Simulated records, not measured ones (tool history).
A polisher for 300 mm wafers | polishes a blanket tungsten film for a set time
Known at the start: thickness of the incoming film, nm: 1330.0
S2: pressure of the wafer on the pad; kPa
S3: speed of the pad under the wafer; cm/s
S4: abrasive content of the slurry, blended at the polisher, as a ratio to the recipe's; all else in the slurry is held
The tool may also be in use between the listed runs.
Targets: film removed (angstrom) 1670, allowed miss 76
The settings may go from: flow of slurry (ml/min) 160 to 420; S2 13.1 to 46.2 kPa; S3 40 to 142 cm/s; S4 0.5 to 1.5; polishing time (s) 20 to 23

run 1 hour=0 | flow_of_slurry_(ml/min)=270 S2=29.6 S3=90 S4=1 polishing_time_(s)=23 | film_removed_(angstrom)=1367.1
run 2 hour=6.4 | flow_of_slurry_(ml/min)=270 S2=29.6 S3=90 S4=1 polishing_time_(s)=20 | film_removed_(angstrom)=1193.5
run 3 hour=12.9 | flow_of_slurry_(ml/min)=270 S2=29.6 S3=90 S4=1.15 polishing_time_(s)=20 | film_removed_(angstrom)=1233.6
run 4 hour=18.8 | flow_of_slurry_(ml/min)=270 S2=22.8 S3=90 S4=1.15 polishing_time_(s)=20 | film_removed_(angstrom)=952.41
run 5 hour=25.1 | flow_of_slurry_(ml/min)=270 S2=27.6 S3=90 S4=1.15 polishing_time_(s)=20 | film_removed_(angstrom)=1144.9
run 6 hour=31.5 | flow_of_slurry_(ml/min)=270 S2=31 S3=90 S4=1.15 polishing_time_(s)=20 | film_removed_(angstrom)=1277.5
run 7 hour=35.4 | flow_of_slurry_(ml/min)=270 S2=33.1 S3=90 S4=1.15 polishing_time_(s)=20 | film_removed_(angstrom)=1342.9
run 8 hour=43.5 | flow_of_slurry_(ml/min)=270 S2=35.2 S3=90 S4=1.15 polishing_time_(s)=20 | film_removed_(angstrom)=1441.3
run 9 hour=51.9 | flow_of_slurry_(ml/min)=270 S2=36.5 S3=90 S4=1.15 polishing_time_(s)=20 | film_removed_(angstrom)=1482.5

5 next moves are on the table. One of them brings every result within its allowed miss. Which?
run A hour=60.3 | flow_of_slurry_(ml/min)=215 S2=35.2 S3=84 S4=1.05 polishing_time_(s)=20 | film_removed_(angstrom)=?
run B hour=60.3 | flow_of_slurry_(ml/min)=260 S2=30.3 S3=84 S4=1.25 polishing_time_(s)=22 | film_removed_(angstrom)=?
run C hour=60.3 | flow_of_slurry_(ml/min)=280 S2=28.3 S3=134 S4=1.05 polishing_time_(s)=20 | film_removed_(angstrom)=?
run D hour=60.3 | flow_of_slurry_(ml/min)=345 S2=37.2 S3=96 S4=1.05 polishing_time_(s)=23 | film_removed_(angstrom)=?
run E hour=60.3 | flow_of_slurry_(ml/min)=260 S2=34.5 S3=88 S4=1.25 polishing_time_(s)=21 | film_removed_(angstrom)=?

move=A film_removed_(angstrom)=1307.2
move=B film_removed_(angstrom)=1307.3
move=C film_removed_(angstrom)=1704
move=D film_removed_(angstrom)=1878.2
move=E film_removed_(angstrom)=1478.2
A: further off than the last run
B: further off than the last run
C: meets every target
D: takes the result that was furthest off past its target
E: as far off as the last run
Answer: C

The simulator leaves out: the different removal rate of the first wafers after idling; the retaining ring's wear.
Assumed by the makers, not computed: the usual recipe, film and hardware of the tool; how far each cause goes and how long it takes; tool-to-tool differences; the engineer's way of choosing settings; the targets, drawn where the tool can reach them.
